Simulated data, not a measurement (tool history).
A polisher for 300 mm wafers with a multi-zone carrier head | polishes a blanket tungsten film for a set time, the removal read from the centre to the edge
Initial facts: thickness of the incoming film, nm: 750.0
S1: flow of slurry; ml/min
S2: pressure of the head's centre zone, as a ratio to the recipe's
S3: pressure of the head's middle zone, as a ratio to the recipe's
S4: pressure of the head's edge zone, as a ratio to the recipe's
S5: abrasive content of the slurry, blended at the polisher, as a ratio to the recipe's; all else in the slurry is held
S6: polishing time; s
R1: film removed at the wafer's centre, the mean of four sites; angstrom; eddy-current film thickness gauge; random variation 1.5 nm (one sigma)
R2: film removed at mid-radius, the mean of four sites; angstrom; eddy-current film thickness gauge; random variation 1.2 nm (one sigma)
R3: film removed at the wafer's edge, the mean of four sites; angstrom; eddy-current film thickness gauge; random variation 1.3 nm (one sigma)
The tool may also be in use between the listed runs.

run  hour   S1    S2    S3    S4    S5  S6      R1      R2      R3
  1     0  310     1     1     1     1  47  2295.1  2181.2  2206.1
  2   2.3  300  0.95  0.98  0.97  0.85  45  1990.2  1959.2  2023.6
  3    10  300  0.95  1.04  0.97  0.85  45  2012.4  2066.7    2025
  4  14.4  300  0.95  1.04  1.04  0.85  45    1989  2067.8  2100.6
  5  23.2  260  0.95  1.04  1.04  0.85  45  1968.6    2061    2057
  6  30.3  260  0.95  1.04     1  0.85  45  1933.7  2062.1    2034

Forecast run 7:
  7  34.7  250  0.93  1.01  0.97  0.75  43   ?   ?   ?

{"run 7": {"R1": 1735.3, "R2": 1879.6, "R3": 1894.9}}

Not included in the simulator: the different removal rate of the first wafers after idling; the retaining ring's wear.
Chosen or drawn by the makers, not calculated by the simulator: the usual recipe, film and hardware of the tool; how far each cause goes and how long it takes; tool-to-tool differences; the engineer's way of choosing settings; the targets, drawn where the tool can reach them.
